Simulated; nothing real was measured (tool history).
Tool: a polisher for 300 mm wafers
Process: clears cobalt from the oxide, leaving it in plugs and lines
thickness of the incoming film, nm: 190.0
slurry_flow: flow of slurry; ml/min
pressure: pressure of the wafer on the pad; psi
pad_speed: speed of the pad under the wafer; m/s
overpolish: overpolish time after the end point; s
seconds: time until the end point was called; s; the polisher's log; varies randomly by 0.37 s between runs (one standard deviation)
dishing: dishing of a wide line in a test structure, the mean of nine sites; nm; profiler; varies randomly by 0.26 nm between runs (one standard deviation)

run	hour	slurry_flow	pressure	pad_speed	overpolish	seconds	dishing
1	0.0	225	1.7	1.22	11	40.450	37.487
2	2.3	225	1.9	1.22	11	36.602	41.525
3	7.3	225	1.9	1.22	14	36.046	46.300
4	12.4	225	1.8	1.32	11	35.165	40.731
5	13.8	225	1.8	1.32	15	34.958	48.417
6	19.0	225	1.8	1.32	12	35.855	42.909
7	24.3	255	1.6	1.50	9	34.503	36.730
8	27.9	285	1.4	1.62	7	36.795	29.408
9	33.2	305	1.4	1.64	6	35.703	26.688
10	36.0	315	1.4	1.64	6	35.745	26.679

The next listed run, before its measurement:
11	36.6	325	1.4	1.64	5	?	?

Run 11 gave seconds 35.585 s, dishing 22.932 nm.
